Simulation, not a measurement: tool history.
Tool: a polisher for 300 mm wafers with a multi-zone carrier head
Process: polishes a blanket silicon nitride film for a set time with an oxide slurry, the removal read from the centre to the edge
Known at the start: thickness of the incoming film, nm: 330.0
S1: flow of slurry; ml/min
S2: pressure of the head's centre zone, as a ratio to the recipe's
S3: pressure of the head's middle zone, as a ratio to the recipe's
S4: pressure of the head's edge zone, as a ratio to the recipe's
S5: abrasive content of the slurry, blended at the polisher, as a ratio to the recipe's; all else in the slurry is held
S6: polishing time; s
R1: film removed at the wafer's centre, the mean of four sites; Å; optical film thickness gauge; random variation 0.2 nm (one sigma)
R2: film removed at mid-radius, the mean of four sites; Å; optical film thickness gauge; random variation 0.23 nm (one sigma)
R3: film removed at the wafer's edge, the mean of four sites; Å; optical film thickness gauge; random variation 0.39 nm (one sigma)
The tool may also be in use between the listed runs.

Run 1, hour 0.0: S1 250 ml/min, S2 1.00, S3 1.00, S4 1.00, S5 1.0, S6 81 s. Result: R1 553.43 Å, R2 572.25 Å, R3 556.77 Å.
Run 2, hour 2.9: S1 250 ml/min, S2 1.00, S3 1.00, S4 1.00, S5 1.0, S6 70 s. Result: R1 478.90 Å, R2 488.78 Å, R3 483.15 Å.
Run 3, hour 9.1: S1 250 ml/min, S2 1.00, S3 0.95, S4 1.00, S5 1.0, S6 70 s. Result: R1 476.94 Å, R2 468.55 Å, R3 480.25 Å.
Run 4, hour 15.3: S1 250 ml/min, S2 1.00, S3 0.91, S4 1.00, S5 1.0, S6 70 s. Result: R1 485.70 Å, R2 449.82 Å, R3 483.66 Å.
Run 5, hour 19.1: S1 250 ml/min, S2 1.00, S3 0.84, S4 1.00, S5 1.0, S6 70 s. Result: R1 479.34 Å, R2 417.97 Å, R3 480.40 Å.
Run 6, hour 22.4: S1 250 ml/min, S2 1.00, S3 0.84, S4 1.00, S5 0.9, S6 70 s. Result: R1 455.46 Å, R2 401.28 Å, R3 454.38 Å.

The next listed run, before its measurement:
At hour 30.3: worn pad replaced by a new one.
Run 7, hour 30.3: S1 235 ml/min, S2 0.98, S3 0.83, S4 1.01, S5 0.8, S6 65 s. Result: R1 ?, R2 ?, R3 ?.

R1: 422.88 Å
R2: 377.18 Å
R3: 438.72 Å

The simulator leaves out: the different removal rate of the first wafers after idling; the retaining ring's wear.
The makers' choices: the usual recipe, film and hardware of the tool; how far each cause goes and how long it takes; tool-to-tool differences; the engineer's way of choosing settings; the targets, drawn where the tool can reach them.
